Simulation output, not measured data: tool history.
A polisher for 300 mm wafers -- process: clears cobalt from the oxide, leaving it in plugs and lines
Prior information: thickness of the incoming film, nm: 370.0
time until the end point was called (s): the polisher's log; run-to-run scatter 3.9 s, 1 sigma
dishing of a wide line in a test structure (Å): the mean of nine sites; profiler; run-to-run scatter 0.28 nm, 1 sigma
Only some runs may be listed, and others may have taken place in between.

run  hour  flow of slurry (ml/min)  pressure of the wafer on the pad (psi)  speed of the pad under the wafer (m/s)  overpolish time after the end point (s)  time until the end point was called (s)  dishing of a wide line in a test structure (Å)
  1     0                      140                                     1.4                                    0.88                                       20                                   120.03                                          323.81
  2   5.2                      140                                     1.3                                    0.88                                       21                                   124.94                                          329.63
  3   8.5                      140                                     1.6                                    0.88                                       21                                    108.7                                          350.58
  4  13.9                      140                                     1.4                                    0.88                                       21                                   118.38                                          342.95
  5  21.6                      140                                     1.4                                    0.88                                       27                                   116.78                                          372.47
  6  24.1                      140                                     1.4                                    0.88                                       24                                   121.26                                          357.32
  7  26.8                      140                                     1.3                                    0.86                                       24                                    123.4                                          350.43

Expected results for the next run?
  8  33.4                      140                                     1.2                                    0.82                                       24                                        ?                                               ?

Logged for run 8: time until the end point was called (s) 138, dishing of a wide line in a test structure (Å) 327.88.
